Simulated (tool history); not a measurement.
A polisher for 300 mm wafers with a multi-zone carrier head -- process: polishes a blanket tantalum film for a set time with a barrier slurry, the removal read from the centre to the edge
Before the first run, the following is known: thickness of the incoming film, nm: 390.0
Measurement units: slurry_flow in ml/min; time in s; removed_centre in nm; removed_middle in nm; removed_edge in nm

run,hour,slurry_flow,centre_zone,middle_zone,edge_zone,slurry_solids,time,removed_centre,removed_middle,removed_edge
1,0.0,300,1.00,1.00,1.00,1.00,32,44.419,43.921,43.184
2,1.0,300,0.96,1.00,1.00,1.00,32,42.666,44.013,42.901
3,5.6,235,0.96,1.00,1.00,1.00,32,42.093,43.097,42.146
4,7.8,230,0.98,1.00,0.95,0.85,31,38.172,37.907,36.683
5,9.6,225,0.99,1.01,0.91,0.80,31,37.628,37.512,35.837
6,11.0,225,0.94,1.01,0.91,0.80,31,36.033,37.798,35.046
7,13.0,225,0.97,1.03,0.88,0.75,31,35.674,37.444,33.804

Predict the results of run 8:
8,14.9,220,1.00,1.03,0.86,0.70,31,?,?,?

Run 8 gave removed_centre 34.779 nm, removed_middle 35.707 nm, removed_edge 32.536 nm.

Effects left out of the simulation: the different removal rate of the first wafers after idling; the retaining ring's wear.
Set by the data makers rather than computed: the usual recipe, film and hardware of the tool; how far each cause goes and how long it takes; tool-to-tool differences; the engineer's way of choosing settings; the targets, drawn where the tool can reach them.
